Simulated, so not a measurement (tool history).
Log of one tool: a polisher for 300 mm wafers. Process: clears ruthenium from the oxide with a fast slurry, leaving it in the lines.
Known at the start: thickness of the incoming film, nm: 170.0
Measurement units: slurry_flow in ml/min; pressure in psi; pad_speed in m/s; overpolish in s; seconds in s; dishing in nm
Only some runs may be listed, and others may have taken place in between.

Run 1, day 0: slurry_flow 300 ml/min, pressure 2.9 psi, pad_speed 0.98 m/s, slurry_solids 1, overpolish 23 s. Result: seconds 45.823 s, dishing 66.894 nm.
Run 2, day 0.288: slurry_flow 300 ml/min, pressure 2.9 psi, pad_speed 0.98 m/s, slurry_solids 0.85, overpolish 23 s. Result: seconds 52.5 s, dishing 61.922 nm.
Run 3, day 0.646: slurry_flow 300 ml/min, pressure 2.9 psi, pad_speed 1.16 m/s, slurry_solids 0.85, overpolish 23 s. Result: seconds 43.409 s, dishing 70.815 nm.
Run 4, day 0.725: slurry_flow 300 ml/min, pressure 2.9 psi, pad_speed 1.4 m/s, slurry_solids 0.85, overpolish 23 s. Result: seconds 37.553 s, dishing 79.106 nm.
Run 5, day 0.975: slurry_flow 300 ml/min, pressure 2.8 psi, pad_speed 1.4 m/s, slurry_solids 0.85, overpolish 24 s. Result: seconds 38.386 s, dishing 83.183 nm.
Run 6, day 1.021: slurry_flow 300 ml/min, pressure 2.6 psi, pad_speed 1.4 m/s, slurry_solids 0.85, overpolish 25 s. Result: seconds 40.329 s, dishing 80.176 nm.
Run 7, day 1.05: slurry_flow 300 ml/min, pressure 2.5 psi, pad_speed 1.38 m/s, slurry_solids 0.85, overpolish 26 s. Result: seconds 41.272 s, dishing 78.937 nm.
At day 1.146: slurry blender recalibrated.
Run 8, day 1.146: slurry_flow 300 ml/min, pressure 2.4 psi, pad_speed 1.36 m/s, slurry_solids 0.85, overpolish 28 s. Result: seconds 39.295 s, dishing 90.577 nm.
Run 9, day 1.496: slurry_flow 300 ml/min, pressure 2.3 psi, pad_speed 1.32 m/s, slurry_solids 0.85, overpolish 29 s. Result: seconds 41.727 s, dishing 89.707 nm.
Run 10, day 1.85: slurry_flow 300 ml/min, pressure 2.2 psi, pad_speed 1.28 m/s, slurry_solids 0.85, overpolish 30 s. Result: seconds 43.842 s, dishing 85.602 nm.
Run 11, day 2.162: slurry_flow 300 ml/min, pressure 2.1 psi, pad_speed 1.26 m/s, slurry_solids 0.85, overpolish 31 s. Result: seconds 48.615 s, dishing 84.187 nm.
Run 12, day 2.246: slurry_flow 300 ml/min, pressure 2 psi, pad_speed 1.26 m/s, slurry_solids 0.85, overpolish 32 s. Result: seconds 50.389 s, dishing 82.08 nm.

Predict the results of run 13:
Run 13, day 2.538: slurry_flow 300 ml/min, pressure 1.9 psi, pad_speed 1.26 m/s, slurry_solids 0.85, overpolish 33 s. Result: seconds ?, dishing ?.

{"run 13": {"seconds": 51.605, "dishing": 81.938}}

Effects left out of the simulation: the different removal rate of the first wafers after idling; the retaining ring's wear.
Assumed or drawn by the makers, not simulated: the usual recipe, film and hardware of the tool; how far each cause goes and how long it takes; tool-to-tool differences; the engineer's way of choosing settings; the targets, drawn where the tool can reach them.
